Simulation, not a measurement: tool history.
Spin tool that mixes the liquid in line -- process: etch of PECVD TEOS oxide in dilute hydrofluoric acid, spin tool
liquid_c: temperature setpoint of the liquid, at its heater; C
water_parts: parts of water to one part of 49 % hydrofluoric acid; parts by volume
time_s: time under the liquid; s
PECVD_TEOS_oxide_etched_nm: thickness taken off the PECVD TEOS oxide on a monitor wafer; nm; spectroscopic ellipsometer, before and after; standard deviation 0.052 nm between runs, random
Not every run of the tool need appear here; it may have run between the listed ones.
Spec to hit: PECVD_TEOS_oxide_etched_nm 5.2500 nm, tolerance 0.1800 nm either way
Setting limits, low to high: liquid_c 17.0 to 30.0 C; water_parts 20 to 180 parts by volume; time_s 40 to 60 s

{"run": 1, "day": 0.0, "liquid_c": 22.0, "water_parts": 100, "time_s": 60, "PECVD_TEOS_oxide_etched_nm": 10.536}
{"run": 2, "day": 0.046, "liquid_c": 22.0, "water_parts": 100, "time_s": 40, "PECVD_TEOS_oxide_etched_nm": 7.075}
{"run": 3, "day": 0.358, "liquid_c": 22.0, "water_parts": 85, "time_s": 40, "PECVD_TEOS_oxide_etched_nm": 8.4243}
{"run": 4, "day": 0.642, "liquid_c": 21.0, "water_parts": 95, "time_s": 40, "PECVD_TEOS_oxide_etched_nm": 7.243}
{"run": 5, "day": 0.921, "liquid_c": 21.0, "water_parts": 110, "time_s": 40, "PECVD_TEOS_oxide_etched_nm": 6.1097}
{"run": 6, "day": 0.988, "liquid_c": 21.0, "water_parts": 110, "time_s": 60, "PECVD_TEOS_oxide_etched_nm": 9.1534}
{"run": 7, "day": 1.275, "liquid_c": 21.0, "water_parts": 110, "time_s": 60, "PECVD_TEOS_oxide_etched_nm": 9.1915}
{"run": 8, "day": 1.554, "liquid_c": 20.5, "water_parts": 125, "time_s": 60, "PECVD_TEOS_oxide_etched_nm": 7.7148}
{"run": 9, "day": 1.75, "liquid_c": 20.5, "water_parts": 125, "time_s": 60, "PECVD_TEOS_oxide_etched_nm": 7.6196}
{"run": 10, "day": 2.0, "liquid_c": 20.0, "water_parts": 130, "time_s": 60, "PECVD_TEOS_oxide_etched_nm": 7.2856}
{"run": 11, "day": 2.258, "liquid_c": 19.5, "water_parts": 135, "time_s": 60, "PECVD_TEOS_oxide_etched_nm": 6.6469}
{"run": 12, "day": 2.588, "liquid_c": 19.0, "water_parts": 140, "time_s": 60, "PECVD_TEOS_oxide_etched_nm": 6.3696}
{"run": 13, "day": 2.7, "liquid_c": 18.5, "water_parts": 145, "time_s": 60, "PECVD_TEOS_oxide_etched_nm": 5.9494}

Of the 5 settings listed for the next run, only one would bring every result within its allowed miss of target. Which one?
{"run": "A", "day": 2.812, "liquid_c": 18.0, "water_parts": 130, "time_s": 60, "PECVD_TEOS_oxide_etched_nm": "?"}
{"run": "B", "day": 2.812, "liquid_c": 17.5, "water_parts": 120, "time_s": 55, "PECVD_TEOS_oxide_etched_nm": "?"}
{"run": "C", "day": 2.812, "liquid_c": 18.0, "water_parts": 110, "time_s": 55, "PECVD_TEOS_oxide_etched_nm": "?"}
{"run": "D", "day": 2.812, "liquid_c": 19.5, "water_parts": 155, "time_s": 55, "PECVD_TEOS_oxide_etched_nm": "?"}
{"run": "E", "day": 2.812, "liquid_c": 17.0, "water_parts": 130, "time_s": 60, "PECVD_TEOS_oxide_etched_nm": "?"}

move=A PECVD_TEOS_oxide_etched_nm=6.7720
move=B PECVD_TEOS_oxide_etched_nm=6.6551
move=C PECVD_TEOS_oxide_etched_nm=7.4896
move=D PECVD_TEOS_oxide_etched_nm=5.3929
move=E PECVD_TEOS_oxide_etched_nm=6.4982
A: the biggest miss grows against the last run
B: the biggest miss grows against the last run
C: the biggest miss grows against the last run
D: in spec on every target
E: the biggest miss grows against the last run
D is the move that brings every result within its allowed miss.
